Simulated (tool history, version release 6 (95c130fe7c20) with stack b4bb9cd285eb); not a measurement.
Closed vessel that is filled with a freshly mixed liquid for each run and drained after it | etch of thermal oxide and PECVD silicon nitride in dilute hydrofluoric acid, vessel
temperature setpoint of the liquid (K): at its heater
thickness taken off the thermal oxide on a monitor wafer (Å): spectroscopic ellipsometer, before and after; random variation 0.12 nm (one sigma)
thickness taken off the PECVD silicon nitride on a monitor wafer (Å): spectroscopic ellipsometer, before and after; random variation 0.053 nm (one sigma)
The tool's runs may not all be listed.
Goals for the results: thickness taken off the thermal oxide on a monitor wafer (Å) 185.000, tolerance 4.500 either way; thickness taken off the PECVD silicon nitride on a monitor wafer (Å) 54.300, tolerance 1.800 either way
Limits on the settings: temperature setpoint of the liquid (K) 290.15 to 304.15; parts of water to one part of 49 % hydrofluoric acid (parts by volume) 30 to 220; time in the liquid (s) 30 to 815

run	day	temperature setpoint of the liquid (K)	parts of water to one part of 49 % hydrofluoric acid (parts by volume)	time in the liquid (s)	thickness taken off the thermal oxide on a monitor wafer (Å)	thickness taken off the PECVD silicon nitride on a monitor wafer (Å)
1	0.000	296.15	125	415	151.800	52.437
2	0.154	296.15	155	415	118.210	42.459
3	0.525	296.15	180	415	98.949	36.952
4	0.762	293.65	180	415	90.732	31.270
5	0.808	293.65	150	415	112.280	37.594
6	1.121	293.65	135	405	123.140	40.866
7	1.292	293.65	125	400	132.280	43.011
8	1.542	293.65	115	395	144.140	46.295
9	1.908	293.65	105	390	157.880	50.314
10	1.996	291.65	70	370	215.240	61.199
11	2.233	291.65	75	370	198.140	57.552

5 next moves are on the table. One of them brings every result within its allowed miss. Which?
A	2.471	293.15	85	355	?	?
B	2.471	292.15	120	530	?	?
C	2.471	293.15	90	375	?	?
D	2.471	291.65	75	345	?	?
E	2.471	293.65	100	435	?	?

move	thickness taken off the thermal oxide on a monitor wafer (Å)	thickness taken off the PECVD silicon nitride on a monitor wafer (Å)
A	177.830	54.886
B	173.650	54.688
C	176.400	54.832
D	186.030	54.330
E	185.870	59.372
A: takes the result that was furthest off past its target
B: takes the result that was furthest off past its target
C: takes the result that was furthest off past its target
D: hits every target within its allowed miss
E: the worst result of the last run now meets its target, but another is out of spec
The right move is D.

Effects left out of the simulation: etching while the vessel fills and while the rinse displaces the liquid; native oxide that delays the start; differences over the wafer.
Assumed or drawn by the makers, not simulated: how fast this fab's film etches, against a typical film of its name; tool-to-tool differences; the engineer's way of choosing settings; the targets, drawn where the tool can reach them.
